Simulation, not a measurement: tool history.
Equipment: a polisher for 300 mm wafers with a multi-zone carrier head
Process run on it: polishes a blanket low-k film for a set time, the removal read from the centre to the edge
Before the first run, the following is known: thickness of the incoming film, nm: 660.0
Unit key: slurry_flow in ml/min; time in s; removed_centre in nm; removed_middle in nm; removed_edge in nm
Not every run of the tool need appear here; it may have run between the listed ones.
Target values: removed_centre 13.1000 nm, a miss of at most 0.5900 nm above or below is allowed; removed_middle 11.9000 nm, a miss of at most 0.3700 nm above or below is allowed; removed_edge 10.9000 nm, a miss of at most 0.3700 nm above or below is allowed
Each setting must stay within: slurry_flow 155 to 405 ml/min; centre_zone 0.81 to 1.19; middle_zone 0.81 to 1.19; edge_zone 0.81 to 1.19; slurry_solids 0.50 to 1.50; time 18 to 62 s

{"run": 1, "hour": 0.0, "slurry_flow": 260, "centre_zone": 1.0, "middle_zone": 1.0, "edge_zone": 1.0, "slurry_solids": 1.0, "time": 40, "removed_centre": 9.7157, "removed_middle": 10.029, "removed_edge": 9.8586}
{"run": 2, "hour": 8.1, "slurry_flow": 265, "centre_zone": 1.03, "middle_zone": 1.01, "edge_zone": 1.0, "slurry_solids": 1.0, "time": 40, "removed_centre": 10.256, "removed_middle": 9.9644, "removed_edge": 9.9496}
{"run": 3, "hour": 11.4, "slurry_flow": 270, "centre_zone": 1.04, "middle_zone": 1.03, "edge_zone": 1.0, "slurry_solids": 1.0, "time": 40, "removed_centre": 10.193, "removed_middle": 10.323, "removed_edge": 9.8965}
{"run": 4, "hour": 11.9, "slurry_flow": 275, "centre_zone": 1.06, "middle_zone": 1.04, "edge_zone": 1.0, "slurry_solids": 1.0, "time": 40, "removed_centre": 10.393, "removed_middle": 10.42, "removed_edge": 9.9278}
{"run": 5, "hour": 18.6, "slurry_flow": 280, "centre_zone": 1.08, "middle_zone": 1.04, "edge_zone": 1.0, "slurry_solids": 1.05, "time": 40, "removed_centre": 11.142, "removed_middle": 10.701, "removed_edge": 10.197}
{"run": 6, "hour": 22.8, "slurry_flow": 280, "centre_zone": 1.08, "middle_zone": 1.04, "edge_zone": 1.04, "slurry_solids": 1.05, "time": 40, "removed_centre": 10.85, "removed_middle": 10.686, "removed_edge": 10.448}
{"run": 7, "hour": 30.0, "slurry_flow": 285, "centre_zone": 1.1, "middle_zone": 1.05, "edge_zone": 1.04, "slurry_solids": 1.05, "time": 40, "removed_centre": 11.304, "removed_middle": 10.983, "removed_edge": 10.444}
{"run": 8, "hour": 32.4, "slurry_flow": 290, "centre_zone": 1.11, "middle_zone": 1.05, "edge_zone": 1.04, "slurry_solids": 1.05, "time": 40, "removed_centre": 11.164, "removed_middle": 10.859, "removed_edge": 10.437}

Consider the 5 candidate settings below. Which is the only one whose results all fall within their allowed miss of target?
{"run": "A", "hour": 34.8, "slurry_flow": 290, "centre_zone": 1.1, "middle_zone": 0.94, "edge_zone": 1.08, "slurry_solids": 1.0, "time": 42, "removed_centre": "?", "removed_middle": "?", "removed_edge": "?"}
{"run": "B", "hour": 34.8, "slurry_flow": 255, "centre_zone": 1.08, "middle_zone": 1.03, "edge_zone": 1.03, "slurry_solids": 1.05, "time": 45, "removed_centre": "?", "removed_middle": "?", "removed_edge": "?"}
{"run": "C", "hour": 34.8, "slurry_flow": 255, "centre_zone": 1.19, "middle_zone": 1.1, "edge_zone": 0.99, "slurry_solids": 1.15, "time": 41, "removed_centre": "?", "removed_middle": "?", "removed_edge": "?"}
{"run": "D", "hour": 34.8, "slurry_flow": 360, "centre_zone": 1.02, "middle_zone": 1.19, "edge_zone": 1.18, "slurry_solids": 1.05, "time": 35, "removed_centre": "?", "removed_middle": "?", "removed_edge": "?"}
{"run": "E", "hour": 34.8, "slurry_flow": 305, "centre_zone": 1.0, "middle_zone": 1.03, "edge_zone": 1.17, "slurry_solids": 1.0, "time": 37, "removed_centre": "?", "removed_middle": "?", "removed_edge": "?"}

move=A removed_centre=11.5840 removed_middle=10.1630 removed_edge=10.9370
move=B removed_centre=12.3090 removed_middle=11.8950 removed_edge=11.6280
move=C removed_centre=12.9530 removed_middle=11.9950 removed_edge=10.8910
move=D removed_centre=9.4118 removed_middle=10.8510 removed_edge=9.8735
move=E removed_centre=9.3308 removed_middle=9.7244 removed_edge=10.0300
A: further off than the last run
B: gains on the last run, yet a result remains outside its allowed miss
C: each result inside its tolerance
D: further off than the last run
E: further off than the last run
The move that meets every target is C.

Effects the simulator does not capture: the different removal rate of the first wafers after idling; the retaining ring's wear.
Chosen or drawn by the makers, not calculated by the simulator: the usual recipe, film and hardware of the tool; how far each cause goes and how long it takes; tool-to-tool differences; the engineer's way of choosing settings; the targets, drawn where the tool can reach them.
